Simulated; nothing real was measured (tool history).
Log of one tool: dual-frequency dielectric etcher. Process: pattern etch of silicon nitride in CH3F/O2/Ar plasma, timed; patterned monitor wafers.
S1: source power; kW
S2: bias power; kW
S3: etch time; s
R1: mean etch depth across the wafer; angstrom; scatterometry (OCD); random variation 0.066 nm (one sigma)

run  hour    S1     S2  S3      R1
  1     0  0.53  0.092  26  212.27
  2   6.1  0.53  0.103  26  217.39
  3  11.5  0.53  0.109  26  221.09
  4  16.6  0.53  0.109  24  203.58
  5  25.5  0.52  0.108  24  203.48
  6  32.2  0.52  0.108  26  218.13
  7  40.4   0.5  0.107  26  214.91
  8  41.8  0.48  0.105  26  207.94
  9  47.7  0.47  0.105  26  207.39
 10  55.9  0.47  0.105  26   206.6

Forecast run 11:
 11    59  0.46  0.105  26   ?

Run 11 gave R1 205.39 angstrom.

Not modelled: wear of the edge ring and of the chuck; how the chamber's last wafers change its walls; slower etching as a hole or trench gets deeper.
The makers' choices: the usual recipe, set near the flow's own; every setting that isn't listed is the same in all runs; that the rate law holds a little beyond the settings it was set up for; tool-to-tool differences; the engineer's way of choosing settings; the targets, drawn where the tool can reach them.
